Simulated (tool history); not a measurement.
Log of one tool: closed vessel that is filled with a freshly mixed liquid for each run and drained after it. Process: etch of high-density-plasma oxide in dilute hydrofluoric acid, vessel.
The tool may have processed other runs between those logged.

run	hour	temperature setpoint of the liquid (K)	parts of water to one part of 49 % hydrofluoric acid (parts by volume)	time in the liquid (s)	thickness taken off the high-density-plasma oxide on a monitor wafer (Å)
1	0.0	296.15	185	640	152.06
2	1.9	296.65	175	640	167.77
3	6.4	296.65	145	640	204.76
4	10.1	294.15	145	640	187.81
5	18.6	295.15	135	640	210.34
6	19.3	291.65	135	640	186.21

What does the tool deliver on the next run?
7	24.2	292.65	125	640	?

{"run 7": {"thickness taken off the high-density-plasma oxide on a monitor wafer (Å)": 212.97}}

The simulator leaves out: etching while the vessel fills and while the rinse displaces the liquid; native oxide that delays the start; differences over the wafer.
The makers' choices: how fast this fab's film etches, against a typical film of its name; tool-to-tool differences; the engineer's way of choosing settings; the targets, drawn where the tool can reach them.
